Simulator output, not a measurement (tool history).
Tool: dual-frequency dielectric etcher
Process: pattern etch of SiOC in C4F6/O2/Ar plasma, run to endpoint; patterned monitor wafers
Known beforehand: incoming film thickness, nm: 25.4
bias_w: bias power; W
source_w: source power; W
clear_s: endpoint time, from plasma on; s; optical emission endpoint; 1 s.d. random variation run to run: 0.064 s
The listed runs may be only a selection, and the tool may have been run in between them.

run 1 hour=0 | bias_w=617 source_w=440 | clear_s=8.5687
run 2 hour=1.8 | bias_w=617 source_w=480 | clear_s=8.2845
run 3 hour=2.5 | bias_w=617 source_w=510 | clear_s=8.0276
run 4 hour=7.7 | bias_w=617 source_w=540 | clear_s=7.8585
-- hour=12.3 bias power generator calibrated
run 5 hour=12.3 | bias_w=595 source_w=530 | clear_s=7.9142
run 6 hour=18.9 | bias_w=595 source_w=490 | clear_s=8.2298
run 7 hour=27.8 | bias_w=581 source_w=480 | clear_s=8.3785
run 8 hour=30.1 | bias_w=567 source_w=470 | clear_s=8.4696
run 9 hour=34.2 | bias_w=556 source_w=460 | clear_s=8.5829

Predict the results of run 10:
run 10 hour=34.8 | bias_w=546 source_w=450 | clear_s=?

{"run 10": {"clear_s": 8.6432}}
